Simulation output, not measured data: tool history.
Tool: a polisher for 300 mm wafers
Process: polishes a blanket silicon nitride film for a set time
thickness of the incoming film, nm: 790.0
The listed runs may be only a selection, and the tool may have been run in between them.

run	hour	flow of slurry (ml/min)	pressure of the wafer on the pad (kPa)	speed of the pad under the wafer (cm/s)	polishing time (s)	film removed (nm)
1	0.0	170	18.6	86	111	112.880
2	7.4	145	18.6	86	111	111.870
3	11.6	145	18.6	96	111	119.310
4	19.0	145	18.6	96	111	120.320
5	19.9	140	16.5	96	111	111.580
6	20.6	140	16.5	74	111	92.148

Run 7 is up next; what results do you expect?
7	23.7	140	15.9	74	111	?

film removed (nm): 91.599

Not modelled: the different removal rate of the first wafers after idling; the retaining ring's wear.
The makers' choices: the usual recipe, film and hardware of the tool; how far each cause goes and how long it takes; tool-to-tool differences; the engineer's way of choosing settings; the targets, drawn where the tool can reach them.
